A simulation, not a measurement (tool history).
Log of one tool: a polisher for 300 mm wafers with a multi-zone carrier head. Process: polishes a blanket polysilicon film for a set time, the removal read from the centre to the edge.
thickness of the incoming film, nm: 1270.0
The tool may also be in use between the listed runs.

run	day	flow of slurry (ml/min)	pressure of the head's centre zone	pressure of the head's middle zone	pressure of the head's edge zone	polishing time (s)	film removed at the wafer's centre (angstrom)	film removed at mid-radius (angstrom)	film removed at the wafer's edge (angstrom)
1	0	305	1	1	1	50	3151	3480.9	3517.8
2	0.188	305	1	1	1	43	2716.9	2986	3028.5
3	0.346	305	0.94	1	1	43	2535	2979.1	2989.8
4	0.592	305	0.94	1	0.96	43	2528.6	2986.2	2951.4
5	0.742	305	0.94	0.92	0.96	43	2508	2766.9	2911.3
6	0.946	305	0.94	0.92	0.9	43	2573	2783.8	2857.3

Run 7 comes next. What will it give?
7	1.004	360	1.04	0.96	1	57	?	?	?

film removed at the wafer's centre (angstrom): 3765.1
film removed at mid-radius (angstrom): 3882.4
film removed at the wafer's edge (angstrom): 4043.4
